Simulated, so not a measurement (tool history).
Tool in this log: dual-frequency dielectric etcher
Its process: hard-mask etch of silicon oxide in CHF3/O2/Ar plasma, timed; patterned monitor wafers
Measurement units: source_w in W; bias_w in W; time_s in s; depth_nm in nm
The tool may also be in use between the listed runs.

| run | hour | source_w | bias_w | time_s | depth_nm |
|---|---|---|---|---|---|
| 1 | 0 | 460 | 205 | 15 | 28.367 |
| 2 | 8 | 460 | 232 | 15 | 30.4 |
| 3 | 13.8 | 430 | 215 | 15 | 27.9 |
| 4 | 19.2 | 410 | 201 | 15 | 26.078 |
| 5 | 22.4 | 410 | 201 | 14 | 24.492 |
| 6 | 25.5 | 390 | 194 | 14 | 23.117 |
| 7 | 28.2 | 370 | 190 | 14 | 22.006 |
| 8 | 28.8 | 360 | 187 | 14 | 21.42 |
| 9 | 31.5 | 350 | 185 | 14 | 20.86 |
| 10 | 39 | 340 | 183 | 14 | 20.278 |

What will run 11 give?
| 11 | 42.2 | 330 | 182 | 14 | ? |

depth_nm: 19.727 nm

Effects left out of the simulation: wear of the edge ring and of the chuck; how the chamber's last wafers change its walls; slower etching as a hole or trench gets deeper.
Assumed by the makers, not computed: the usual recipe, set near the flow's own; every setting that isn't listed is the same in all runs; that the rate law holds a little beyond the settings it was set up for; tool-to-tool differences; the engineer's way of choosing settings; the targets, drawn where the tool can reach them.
